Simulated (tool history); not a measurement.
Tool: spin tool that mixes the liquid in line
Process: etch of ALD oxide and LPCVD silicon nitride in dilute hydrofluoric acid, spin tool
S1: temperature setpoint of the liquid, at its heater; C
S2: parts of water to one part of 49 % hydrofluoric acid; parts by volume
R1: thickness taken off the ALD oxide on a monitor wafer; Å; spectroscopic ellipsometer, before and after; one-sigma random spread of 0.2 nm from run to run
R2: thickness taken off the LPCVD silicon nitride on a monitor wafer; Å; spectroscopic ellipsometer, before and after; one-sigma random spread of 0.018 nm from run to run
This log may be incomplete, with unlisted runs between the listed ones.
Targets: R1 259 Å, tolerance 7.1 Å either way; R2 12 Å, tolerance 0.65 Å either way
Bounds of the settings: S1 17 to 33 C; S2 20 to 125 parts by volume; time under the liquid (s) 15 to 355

run 1 day=0 | S1=25 S2=70 time_under_the_liquid_(s)=180 | R1=353.94 R2=13.807
run 2 day=0.246 | S1=26 S2=75 time_under_the_liquid_(s)=185 | R1=347.2 R2=14.183
run 3 day=0.308 | S1=26.5 S2=80 time_under_the_liquid_(s)=190 | R1=337.98 R2=14.3
run 4 day=0.633 | S1=26.5 S2=85 time_under_the_liquid_(s)=195 | R1=324.8 R2=14.009
run 5 day=0.738 | S1=26.5 S2=100 time_under_the_liquid_(s)=195 | R1=271.75 R2=11.603
run 6 day=0.808 | S1=24.5 S2=100 time_under_the_liquid_(s)=195 | R1=253.88 R2=10.399
run 7 day=1.025 | S1=25.5 S2=100 time_under_the_liquid_(s)=195 | R1=262.75 R2=10.836
run 8 day=1.175 | S1=29.5 S2=115 time_under_the_liquid_(s)=205 | R1=272.65 R2=12.629

Which of these 4 next moves meets every target?
run A day=1.325 | S1=21 S2=75 time_under_the_liquid_(s)=200 | R1=? R2=?
run B day=1.325 | S1=30 S2=125 time_under_the_liquid_(s)=230 | R1=? R2=?
run C day=1.325 | S1=25 S2=100 time_under_the_liquid_(s)=220 | R1=? R2=?
run D day=1.325 | S1=29 S2=105 time_under_the_liquid_(s)=180 | R1=? R2=?

move=A R1=311.21 R2=10.978
move=B R1=286.4 R2=13.67
move=C R1=292.61 R2=11.888
move=D R1=264.2 R2=11.979
A: its largest miss is bigger than the last run's
B: its largest miss is bigger than the last run's
C: its largest miss is bigger than the last run's
D: all results in spec
Answer: D
